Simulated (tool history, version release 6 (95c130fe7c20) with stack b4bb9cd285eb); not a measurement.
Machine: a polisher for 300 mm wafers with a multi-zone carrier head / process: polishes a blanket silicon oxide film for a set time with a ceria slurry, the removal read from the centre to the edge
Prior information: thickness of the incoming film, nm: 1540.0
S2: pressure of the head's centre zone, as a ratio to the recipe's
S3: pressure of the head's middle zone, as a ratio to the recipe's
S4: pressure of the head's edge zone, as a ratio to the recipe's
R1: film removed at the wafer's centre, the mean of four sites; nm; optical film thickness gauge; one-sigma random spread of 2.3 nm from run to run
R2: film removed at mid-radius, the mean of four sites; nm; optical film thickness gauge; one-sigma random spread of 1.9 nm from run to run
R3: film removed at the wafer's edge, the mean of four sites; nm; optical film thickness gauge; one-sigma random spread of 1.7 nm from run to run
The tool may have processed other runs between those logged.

{"run": 1, "hour": 0.0, "flow of slurry (ml/min)": 275, "S2": 1.0, "S3": 1.0, "S4": 1.0, "polishing time (s)": 45, "R1": 102.65, "R2": 105.67, "R3": 107.4}
{"run": 2, "hour": 3.2, "flow of slurry (ml/min)": 280, "S2": 1.03, "S3": 1.03, "S4": 1.01, "polishing time (s)": 48, "R1": 112.48, "R2": 115.03, "R3": 112.45}
{"run": 3, "hour": 9.9, "flow of slurry (ml/min)": 280, "S2": 1.03, "S3": 0.95, "S4": 1.01, "polishing time (s)": 48, "R1": 116.14, "R2": 109.17, "R3": 115.45}
{"run": 4, "hour": 17.2, "flow of slurry (ml/min)": 280, "S2": 1.0, "S3": 0.95, "S4": 1.01, "polishing time (s)": 48, "R1": 112.26, "R2": 109.49, "R3": 112.46}
{"run": 5, "hour": 25.0, "flow of slurry (ml/min)": 280, "S2": 1.0, "S3": 0.95, "S4": 1.01, "polishing time (s)": 55, "R1": 131.27, "R2": 124.0, "R3": 130.7}
{"run": 6, "hour": 25.8, "flow of slurry (ml/min)": 285, "S2": 1.02, "S3": 0.99, "S4": 1.01, "polishing time (s)": 57, "R1": 135.16, "R2": 133.6, "R3": 135.63}
{"run": 7, "hour": 33.7, "flow of slurry (ml/min)": 290, "S2": 1.05, "S3": 1.01, "S4": 1.01, "polishing time (s)": 59, "R1": 140.85, "R2": 141.38, "R3": 140.99}

For run 8, what comes out?
{"run": 8, "hour": 40.0, "flow of slurry (ml/min)": 290, "S2": 1.05, "S3": 1.01, "S4": 1.01, "polishing time (s)": 59, "R1": "?", "R2": "?", "R3": "?"}

R1: 143.66 nm
R2: 141.16 nm
R3: 141.87 nm
